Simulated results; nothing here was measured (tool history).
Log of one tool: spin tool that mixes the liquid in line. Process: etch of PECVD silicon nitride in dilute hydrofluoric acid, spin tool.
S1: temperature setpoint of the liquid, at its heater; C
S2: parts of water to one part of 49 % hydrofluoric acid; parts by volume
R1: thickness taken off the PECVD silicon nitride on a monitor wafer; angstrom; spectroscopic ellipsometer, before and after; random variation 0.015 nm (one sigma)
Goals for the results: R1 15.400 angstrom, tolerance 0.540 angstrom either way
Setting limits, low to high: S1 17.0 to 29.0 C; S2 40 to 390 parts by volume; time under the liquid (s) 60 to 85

{"run": 1, "hour": 0.0, "S1": 21.0, "S2": 215, "time under the liquid (s)": 85, "R1": 18.188}
{"run": 2, "hour": 3.6, "S1": 24.0, "S2": 215, "time under the liquid (s)": 85, "R1": 22.469}
{"run": 3, "hour": 4.4, "S1": 21.0, "S2": 215, "time under the liquid (s)": 85, "R1": 18.016}
{"run": 4, "hour": 10.7, "S1": 21.0, "S2": 215, "time under the liquid (s)": 85, "R1": 18.283}
{"run": 5, "hour": 17.6, "S1": 20.5, "S2": 215, "time under the liquid (s)": 85, "R1": 17.854}
{"run": 6, "hour": 23.6, "S1": 20.5, "S2": 155, "time under the liquid (s)": 85, "R1": 24.199}
{"run": 7, "hour": 28.8, "S1": 19.5, "S2": 165, "time under the liquid (s)": 85, "R1": 21.294}
{"run": 8, "hour": 34.1, "S1": 17.0, "S2": 205, "time under the liquid (s)": 85, "R1": 14.945}

Exactly one of the 4 candidate moves below puts every result within its allowed miss. Which one?
{"run": "A", "hour": 39.4, "S1": 18.5, "S2": 215, "time under the liquid (s)": 85, "R1": "?"}
{"run": "B", "hour": 39.4, "S1": 17.0, "S2": 215, "time under the liquid (s)": 85, "R1": "?"}
{"run": "C", "hour": 39.4, "S1": 22.0, "S2": 255, "time under the liquid (s)": 70, "R1": "?"}
{"run": "D", "hour": 39.4, "S1": 17.0, "S2": 210, "time under the liquid (s)": 85, "R1": "?"}

move=A R1=15.593
move=B R1=14.109
move=C R1=13.646
move=D R1=14.430
A: every result lands within tolerance
B: misses by more than the last run did
C: misses by more than the last run did
D: misses by more than the last run did
Move A is the one to make.

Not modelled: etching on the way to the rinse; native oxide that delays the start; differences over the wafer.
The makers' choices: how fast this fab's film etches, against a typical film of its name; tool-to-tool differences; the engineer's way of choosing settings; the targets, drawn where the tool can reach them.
